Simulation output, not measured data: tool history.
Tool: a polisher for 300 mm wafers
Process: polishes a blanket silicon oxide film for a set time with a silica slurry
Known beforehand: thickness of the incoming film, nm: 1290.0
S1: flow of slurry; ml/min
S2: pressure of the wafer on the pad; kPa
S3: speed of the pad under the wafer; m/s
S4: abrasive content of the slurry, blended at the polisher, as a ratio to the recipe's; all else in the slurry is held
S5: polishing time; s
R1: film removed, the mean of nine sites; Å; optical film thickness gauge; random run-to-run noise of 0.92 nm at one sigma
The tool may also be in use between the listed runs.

run 1 hour=0 | S1=210 S2=22.1 S3=1.5 S4=1 S5=35 | R1=1272.3
run 2 hour=2.4 | S1=210 S2=22.1 S3=1.5 S4=0.85 S5=35 | R1=1167.8
run 3 hour=3.2 | S1=210 S2=22.1 S3=1.5 S4=0.7 S5=35 | R1=1142.3
run 4 hour=10.2 | S1=210 S2=22.1 S3=1.5 S4=0.7 S5=35 | R1=1111.4
run 5 hour=17.8 | S1=210 S2=20.7 S3=1.48 S4=0.7 S5=35 | R1=1043.5
run 6 hour=22.5 | S1=210 S2=20.7 S3=1.48 S4=0.85 S5=35 | R1=1097.7
run 7 hour=30 | S1=210 S2=19.3 S3=1.48 S4=0.85 S5=35 | R1=1028.4
run 8 hour=34.4 | S1=210 S2=17.9 S3=1.48 S4=0.85 S5=35 | R1=969.15
run 9 hour=36.6 | S1=210 S2=16.5 S3=1.48 S4=0.85 S5=35 | R1=877.41
run 10 hour=40.4 | S1=210 S2=15.9 S3=1.48 S4=0.85 S5=35 | R1=854.83
run 11 hour=46.5 | S1=210 S2=15.2 S3=1.48 S4=0.85 S5=35 | R1=825.43
run 12 hour=48.2 | S1=210 S2=14.5 S3=1.48 S4=0.85 S5=35 | R1=777.16
run 13 hour=50.1 | S1=210 S2=13.8 S3=1.48 S4=0.85 S5=35 | R1=742.84
run 14 hour=58.7 | S1=210 S2=13.8 S3=1.48 S4=0.85 S5=35 | R1=725.84

Run 15 is up next; what results do you expect?
run 15 hour=65.8 | S1=210 S2=13.1 S3=1.48 S4=0.85 S5=35 | R1=?

{"run 15": {"R1": 711.77}}
